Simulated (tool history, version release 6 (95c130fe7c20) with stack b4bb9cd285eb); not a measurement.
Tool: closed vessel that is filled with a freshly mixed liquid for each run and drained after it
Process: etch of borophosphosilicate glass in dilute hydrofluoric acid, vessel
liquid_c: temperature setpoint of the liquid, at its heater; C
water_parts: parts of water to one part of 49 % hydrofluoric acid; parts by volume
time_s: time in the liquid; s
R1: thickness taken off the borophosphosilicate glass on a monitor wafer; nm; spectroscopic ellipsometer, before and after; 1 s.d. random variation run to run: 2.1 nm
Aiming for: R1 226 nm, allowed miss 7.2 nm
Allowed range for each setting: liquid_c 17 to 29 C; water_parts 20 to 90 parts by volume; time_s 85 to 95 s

Run 1, hour 0: liquid_c 21 C, water_parts 50 parts by volume, time_s 85 s. Result: R1 77.001 nm.
Run 2, hour 1.2: liquid_c 22 C, water_parts 45 parts by volume, time_s 85 s. Result: R1 89.613 nm.
Run 3, hour 2.5: liquid_c 24.5 C, water_parts 45 parts by volume, time_s 85 s. Result: R1 99.368 nm.
Run 4, hour 7.2: liquid_c 25 C, water_parts 40 parts by volume, time_s 85 s. Result: R1 112.9 nm.
Run 5, hour 15.8: liquid_c 25.5 C, water_parts 35 parts by volume, time_s 85 s. Result: R1 133.57 nm.
Run 6, hour 16.8: liquid_c 25.5 C, water_parts 35 parts by volume, time_s 95 s. Result: R1 148.17 nm.
Run 7, hour 25.6: liquid_c 26 C, water_parts 35 parts by volume, time_s 95 s. Result: R1 152.7 nm.
Run 8, hour 28.8: liquid_c 26.5 C, water_parts 35 parts by volume, time_s 95 s. Result: R1 155.54 nm.
Run 9, hour 34.9: liquid_c 29 C, water_parts 20 parts by volume, time_s 95 s. Result: R1 307.52 nm.
Run 10, hour 36.9: liquid_c 25 C, water_parts 20 parts by volume, time_s 95 s. Result: R1 258.07 nm.
Run 11, hour 41.7: liquid_c 24.5 C, water_parts 20 parts by volume, time_s 95 s. Result: R1 253.34 nm.
Run 12, hour 46.5: liquid_c 24 C, water_parts 20 parts by volume, time_s 95 s. Result: R1 248.35 nm.
At hour 52.4: thermometer replaced.
Run 13, hour 52.4: liquid_c 23.5 C, water_parts 20 parts by volume, time_s 95 s. Result: R1 255.61 nm.
Run 14, hour 54.2: liquid_c 23.5 C, water_parts 20 parts by volume, time_s 95 s. Result: R1 257.65 nm.
Run 15, hour 55.5: liquid_c 23 C, water_parts 20 parts by volume, time_s 95 s. Result: R1 247.76 nm.

Of the 5 settings listed for the next run, only one would bring every result within its allowed miss of target. Which one?
Run A, hour 56.8: liquid_c 22 C, water_parts 20 parts by volume, time_s 90 s. Result: R1 ?.
Run B, hour 56.8: liquid_c 26.5 C, water_parts 25 parts by volume, time_s 85 s. Result: R1 ?.
Run C, hour 56.8: liquid_c 22 C, water_parts 20 parts by volume, time_s 95 s. Result: R1 ?.
Run D, hour 56.8: liquid_c 21 C, water_parts 20 parts by volume, time_s 85 s. Result: R1 ?.
Run E, hour 56.8: liquid_c 23.5 C, water_parts 25 parts by volume, time_s 95 s. Result: R1 ?.

move      R1
   A  232.97
   B  211.24
   C  245.91
   D  210.76
   E  208.31
A: every result within its allowed miss
B: moves the result that the last run missed by most past its target, out the other side
C: better than the last run, though not everything is in spec
D: moves the result that the last run missed by most past its target, out the other side
E: moves the result that the last run missed by most past its target, out the other side
Answer: A

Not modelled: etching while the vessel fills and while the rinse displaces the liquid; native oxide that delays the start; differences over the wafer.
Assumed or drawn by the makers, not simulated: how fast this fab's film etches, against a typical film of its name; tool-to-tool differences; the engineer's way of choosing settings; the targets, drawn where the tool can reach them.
